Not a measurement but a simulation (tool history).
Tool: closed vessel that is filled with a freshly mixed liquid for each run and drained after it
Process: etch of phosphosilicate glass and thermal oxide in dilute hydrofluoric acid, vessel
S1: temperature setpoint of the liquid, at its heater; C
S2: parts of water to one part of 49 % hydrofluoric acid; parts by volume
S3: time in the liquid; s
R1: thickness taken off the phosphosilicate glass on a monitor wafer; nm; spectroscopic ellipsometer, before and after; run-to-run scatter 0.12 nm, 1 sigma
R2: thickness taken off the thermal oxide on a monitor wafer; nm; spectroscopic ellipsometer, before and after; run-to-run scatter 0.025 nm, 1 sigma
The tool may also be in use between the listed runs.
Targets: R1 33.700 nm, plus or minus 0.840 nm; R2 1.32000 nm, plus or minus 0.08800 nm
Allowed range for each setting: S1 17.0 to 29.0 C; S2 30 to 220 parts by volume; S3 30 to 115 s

run 1 hour=0.0 | S1=21.0 S2=125 S3=60 | R1=49.002 R2=1.95380
run 2 hour=4.7 | S1=21.0 S2=125 S3=50 | R1=40.882 R2=1.59350
run 3 hour=7.8 | S1=21.0 S2=125 S3=30 | R1=24.586 R2=0.91474
run 4 hour=13.8 | S1=22.5 S2=125 S3=30 | R1=26.095 R2=0.99324
run 5 hour=15.3 | S1=23.5 S2=125 S3=30 | R1=27.041 R2=1.05450
run 6 hour=19.7 | S1=24.0 S2=120 S3=30 | R1=29.082 R2=1.15790
run 7 hour=21.0 | S1=24.0 S2=115 S3=30 | R1=30.322 R2=1.19770
run 8 hour=26.8 | S1=24.5 S2=110 S3=30 | R1=32.705 R2=1.29410

Pick the move, out of 4, that brings all results within their allowed miss; only one does.
run A hour=32.6 | S1=29.0 S2=130 S3=30 | R1=? R2=?
run B hour=32.6 | S1=24.0 S2=105 S3=30 | R1=? R2=?
run C hour=32.6 | S1=29.0 S2=170 S3=40 | R1=? R2=?
run D hour=32.6 | S1=28.5 S2=130 S3=30 | R1=? R2=?

move=A R1=31.758 R2=1.24800
move=B R1=33.531 R2=1.31770
move=C R1=30.763 R2=1.20890
move=D R1=31.176 R2=1.22520
A: misses by more than the last run did
B: meets every target
C: misses by more than the last run did
D: misses by more than the last run did
B is the move that brings every result within its allowed miss.
